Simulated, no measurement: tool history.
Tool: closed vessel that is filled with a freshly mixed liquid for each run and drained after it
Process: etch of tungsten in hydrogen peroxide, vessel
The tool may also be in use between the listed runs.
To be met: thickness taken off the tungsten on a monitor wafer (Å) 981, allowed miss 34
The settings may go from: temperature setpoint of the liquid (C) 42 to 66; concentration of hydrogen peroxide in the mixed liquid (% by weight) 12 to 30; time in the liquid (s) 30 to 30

run    day  temperature setpoint of the liquid (C)  concentration of hydrogen peroxide in the mixed liquid (% by weight)  time in the liquid (s)  thickness taken off the tungsten on a monitor wafer (Å)
  1      0                                      58                                                                  20.5                      30                                                   745.11
  2   0.05                                      54                                                                  20.5                      30                                                   595.19
  3  0.321                                      54                                                                  20.5                      30                                                   579.19
  4  0.471                                      54                                                                  23.5                      30                                                   648.79
  5  0.612                                      56                                                                  23.5                      30                                                   709.13
  6  0.892                                      56                                                                  23.5                      30                                                   695.43
  7  1.258                                      56                                                                  23.5                      30                                                   717.16
  8  1.325                                    57.5                                                                  23.5                      30                                                   797.61
  9  1.408                                    58.5                                                                  23.5                      30                                                   820.18
 10  1.508                                    59.5                                                                  23.5                      30                                                   868.94
 11  1.767                                      60                                                                  23.5                      30                                                   892.24
 12  2.033                                    60.5                                                                  23.5                      30                                                   929.17

4 next moves are on the table. One of them brings every result within its allowed miss. Which?
  A  2.3                                      61                                                                    18                      30                                                        ?
  B  2.3                                      58                                                                    30                      30                                                        ?
  C  2.3                                    60.5                                                                    26                      30                                                        ?
  D  2.3                                    60.5                                                                    22                      30                                                        ?

move  thickness taken off the tungsten on a monitor wafer (Å)
   A                                                   844.47
   B                                                   916.97
   C                                                   986.28
   D                                                   907.25
A: further off than the last run
B: further off than the last run
C: meets every target
D: further off than the last run
Answer: C
